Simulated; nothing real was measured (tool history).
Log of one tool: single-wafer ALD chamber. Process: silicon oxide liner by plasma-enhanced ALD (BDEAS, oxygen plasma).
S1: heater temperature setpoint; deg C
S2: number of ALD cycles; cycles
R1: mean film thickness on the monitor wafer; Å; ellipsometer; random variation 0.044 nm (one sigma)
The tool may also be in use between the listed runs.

Run 1, day 0.000: S1 325 deg C, S2 80 cycles. Result: R1 64.176 Å.
Run 2, day 0.146: S1 324 deg C, S2 85 cycles. Result: R1 67.426 Å.
Run 3, day 0.496: S1 314 deg C, S2 85 cycles. Result: R1 69.715 Å.
Run 4, day 0.667: S1 314 deg C, S2 89 cycles. Result: R1 72.423 Å.
Run 5, day 1.038: S1 312 deg C, S2 92 cycles. Result: R1 74.371 Å.
Run 6, day 1.325: S1 311 deg C, S2 95 cycles. Result: R1 76.995 Å.

Forecast run 7:
Run 7, day 1.629: S1 310 deg C, S2 97 cycles. Result: R1 ?.

{"run 7": {"R1": 78.924}}
